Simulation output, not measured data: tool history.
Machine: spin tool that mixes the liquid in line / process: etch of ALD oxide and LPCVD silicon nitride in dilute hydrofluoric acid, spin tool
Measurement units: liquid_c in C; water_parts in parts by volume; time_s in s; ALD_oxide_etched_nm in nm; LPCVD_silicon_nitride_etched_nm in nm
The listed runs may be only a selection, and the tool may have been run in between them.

run	hour	liquid_c	water_parts	time_s	ALD_oxide_etched_nm	LPCVD_silicon_nitride_etched_nm
1	0.0	25.0	40	30	19.452	0.41182
2	8.8	26.0	35	30	23.119	0.47430
3	10.1	26.0	25	30	32.467	0.61331
4	12.2	26.0	25	20	22.097	0.41693
5	19.2	27.0	25	20	22.915	0.49337
6	28.1	27.0	25	15	17.244	0.36525
7	29.6	27.5	25	20	23.261	0.52578
8	32.4	28.0	20	30	44.841	1.06950

Run 9 has not been measured yet. What should we expect?
9	33.2	28.0	20	35	?	?

{"run 9": {"ALD_oxide_etched_nm": 51.68, "LPCVD_silicon_nitride_etched_nm": 1.0792}}
